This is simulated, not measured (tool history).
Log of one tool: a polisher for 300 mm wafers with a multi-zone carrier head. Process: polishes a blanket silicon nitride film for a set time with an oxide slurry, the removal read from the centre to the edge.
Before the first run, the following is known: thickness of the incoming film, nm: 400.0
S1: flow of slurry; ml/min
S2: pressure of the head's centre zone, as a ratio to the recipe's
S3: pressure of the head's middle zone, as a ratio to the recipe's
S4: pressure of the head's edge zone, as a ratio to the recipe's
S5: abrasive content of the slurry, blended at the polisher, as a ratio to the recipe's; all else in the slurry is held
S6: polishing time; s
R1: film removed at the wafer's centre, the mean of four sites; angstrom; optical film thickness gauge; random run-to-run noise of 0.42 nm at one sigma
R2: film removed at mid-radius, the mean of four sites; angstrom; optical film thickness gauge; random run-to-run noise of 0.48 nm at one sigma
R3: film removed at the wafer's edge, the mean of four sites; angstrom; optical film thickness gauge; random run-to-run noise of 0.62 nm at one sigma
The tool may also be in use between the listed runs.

| run | day | S1 | S2 | S3 | S4 | S5 | S6 | R1 | R2 | R3 |
|---|---|---|---|---|---|---|---|---|---|---|
| 1 | 0 | 275 | 1 | 1 | 1 | 1 | 89 | 464.41 | 452.82 | 455.88 |
| 2 | 0.083 | 325 | 1 | 1 | 1 | 1 | 89 | 466.93 | 451.82 | 462.98 |
| 3 | 0.246 | 325 | 1.04 | 1.05 | 1.01 | 1.15 | 89 | 512.45 | 506.55 | 495.99 |
| 4 | 0.492 | 325 | 1.04 | 1 | 1.01 | 1.15 | 89 | 514.81 | 473.52 | 483.79 |
| 5 | 0.646 | 325 | 1.08 | 1.05 | 1.02 | 1.25 | 90 | 556.17 | 528.48 | 521.77 |
| 6 | 0.954 | 325 | 1.08 | 1.02 | 1.02 | 1.25 | 90 | 563.02 | 510.32 | 508.12 |
| 7 | 0.988 | 325 | 1.11 | 1.06 | 1.02 | 1.35 | 90 | 587.25 | 545.77 | 525.23 |
| 8 | 1.05 | 340 | 1.13 | 1.09 | 1.03 | 1.4 | 91 | 617.01 | 575.36 | 540.96 |
| 9 | 1.379 | 345 | 1.15 | 1.12 | 1.04 | 1.45 | 92 | 648.87 | 600.13 | 558.52 |
| 10 | 1.488 | 345 | 1.15 | 1.12 | 1.04 | 1.45 | 92 | 642.92 | 607.86 | 573.77 |
| 11 | 1.658 | 345 | 1.15 | 1.12 | 1.04 | 1.45 | 92 | 641.68 | 605.21 | 564.87 |
| 12 | 1.742 | 355 | 1.16 | 1.14 | 1.04 | 1.45 | 92 | 654.87 | 616.1 | 559.07 |

Forecast run 13:
| 13 | 1.775 | 365 | 1.16 | 1.15 | 1.05 | 1.45 | 92 | ? | ? | ? |

{"run 13": {"R1": 655.41, "R2": 622.65, "R3": 573.65}}
